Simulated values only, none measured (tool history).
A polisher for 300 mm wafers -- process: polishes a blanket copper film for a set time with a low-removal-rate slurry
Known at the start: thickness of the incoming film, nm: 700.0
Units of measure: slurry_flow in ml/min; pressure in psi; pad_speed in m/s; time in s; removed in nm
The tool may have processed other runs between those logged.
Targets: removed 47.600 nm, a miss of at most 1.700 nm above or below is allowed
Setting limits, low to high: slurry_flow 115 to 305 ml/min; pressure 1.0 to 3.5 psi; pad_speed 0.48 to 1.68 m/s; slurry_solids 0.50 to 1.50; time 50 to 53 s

{"run": 1, "hour": 0.0, "slurry_flow": 195, "pressure": 2.2, "pad_speed": 1.08, "slurry_solids": 1.0, "time": 50, "removed": 109.15}
{"run": 2, "hour": 2.5, "slurry_flow": 195, "pressure": 2.0, "pad_speed": 1.04, "slurry_solids": 1.0, "time": 50, "removed": 97.327}
{"run": 3, "hour": 9.5, "slurry_flow": 230, "pressure": 2.0, "pad_speed": 1.04, "slurry_solids": 1.0, "time": 50, "removed": 97.009}
{"run": 4, "hour": 10.6, "slurry_flow": 185, "pressure": 2.0, "pad_speed": 1.04, "slurry_solids": 1.0, "time": 50, "removed": 96.484}
{"run": 5, "hour": 17.5, "slurry_flow": 185, "pressure": 2.0, "pad_speed": 0.78, "slurry_solids": 1.0, "time": 50, "removed": 76.834}
{"run": 6, "hour": 23.2, "slurry_flow": 185, "pressure": 1.8, "pad_speed": 0.78, "slurry_solids": 1.0, "time": 50, "removed": 69.398}
{"run": 7, "hour": 23.9, "slurry_flow": 185, "pressure": 1.7, "pad_speed": 0.78, "slurry_solids": 1.0, "time": 50, "removed": 66.679}
{"run": 8, "hour": 32.7, "slurry_flow": 185, "pressure": 1.6, "pad_speed": 0.78, "slurry_solids": 1.0, "time": 50, "removed": 62.418}
{"run": 9, "hour": 34.5, "slurry_flow": 185, "pressure": 1.5, "pad_speed": 0.78, "slurry_solids": 1.0, "time": 50, "removed": 58.564}
{"run": 10, "hour": 39.7, "slurry_flow": 185, "pressure": 1.4, "pad_speed": 0.78, "slurry_solids": 1.0, "time": 50, "removed": 54.432}
{"run": 11, "hour": 44.9, "slurry_flow": 185, "pressure": 1.3, "pad_speed": 0.78, "slurry_solids": 1.0, "time": 50, "removed": 51.117}

Below are 5 possible settings for the next run. Only one of them brings all results inside the allowed miss of their targets. Which is it?
{"run": "A", "hour": 50.1, "slurry_flow": 170, "pressure": 1.3, "pad_speed": 0.78, "slurry_solids": 1.1, "time": 52, "removed": "?"}
{"run": "B", "hour": 50.1, "slurry_flow": 180, "pressure": 1.3, "pad_speed": 0.96, "slurry_solids": 0.6, "time": 53, "removed": "?"}
{"run": "C", "hour": 50.1, "slurry_flow": 220, "pressure": 1.2, "pad_speed": 0.68, "slurry_solids": 1.05, "time": 53, "removed": "?"}
{"run": "D", "hour": 50.1, "slurry_flow": 235, "pressure": 1.5, "pad_speed": 0.6, "slurry_solids": 0.9, "time": 52, "removed": "?"}
{"run": "E", "hour": 50.1, "slurry_flow": 260, "pressure": 1.7, "pad_speed": 0.52, "slurry_solids": 1.15, "time": 50, "removed": "?"}

move=A removed=53.602
move=B removed=58.894
move=C removed=47.119
move=D removed=51.670
move=E removed=53.592
A: further off than the last run
B: further off than the last run
C: hits every target within its allowed miss
D: further off than the last run
E: further off than the last run
C meets every target.
